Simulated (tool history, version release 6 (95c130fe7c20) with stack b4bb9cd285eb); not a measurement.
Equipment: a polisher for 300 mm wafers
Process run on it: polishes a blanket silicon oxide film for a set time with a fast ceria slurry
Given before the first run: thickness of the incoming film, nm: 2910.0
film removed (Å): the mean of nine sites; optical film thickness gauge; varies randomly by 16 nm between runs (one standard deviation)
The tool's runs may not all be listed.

run	day	flow of slurry (ml/min)	pressure of the wafer on the pad (psi)	speed of the pad under the wafer (m/s)	polishing time (s)	film removed (Å)
1	0	250	3.1	0.84	96	16357
2	0.188	250	3.2	0.84	96	16869
3	0.3	250	3.3	0.84	96	17250
4	0.338	250	2.8	0.84	96	14825
5	0.629	250	3	0.84	96	16134
6	0.796	250	2.4	0.84	96	12933

Forecast run 7:
7	0.933	265	3.3	0.84	96	?

film removed (Å): 17380
